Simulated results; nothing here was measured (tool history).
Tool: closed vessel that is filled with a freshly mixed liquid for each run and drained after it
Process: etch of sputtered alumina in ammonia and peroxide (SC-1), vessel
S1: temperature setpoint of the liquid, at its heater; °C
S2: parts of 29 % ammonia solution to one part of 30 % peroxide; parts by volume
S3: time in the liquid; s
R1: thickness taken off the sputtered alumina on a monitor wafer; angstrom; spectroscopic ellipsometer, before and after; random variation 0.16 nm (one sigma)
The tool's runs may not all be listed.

run	hour	S1	S2	S3	R1
1	0.0	49.0	0.4	390	161.160
2	3.4	42.5	0.4	390	111.790
3	7.2	45.0	0.4	390	127.830
4	14.9	45.0	0.4	415	138.700
5	18.2	39.0	0.4	415	96.163
6	21.3	42.0	0.4	415	115.310
7	27.5	50.0	0.4	415	182.600
8	30.3	50.5	0.4	415	189.620

Run 9 comes next. What will it give?
9	34.9	51.0	0.4	415	?

{"run 9": {"R1": 192.41}}

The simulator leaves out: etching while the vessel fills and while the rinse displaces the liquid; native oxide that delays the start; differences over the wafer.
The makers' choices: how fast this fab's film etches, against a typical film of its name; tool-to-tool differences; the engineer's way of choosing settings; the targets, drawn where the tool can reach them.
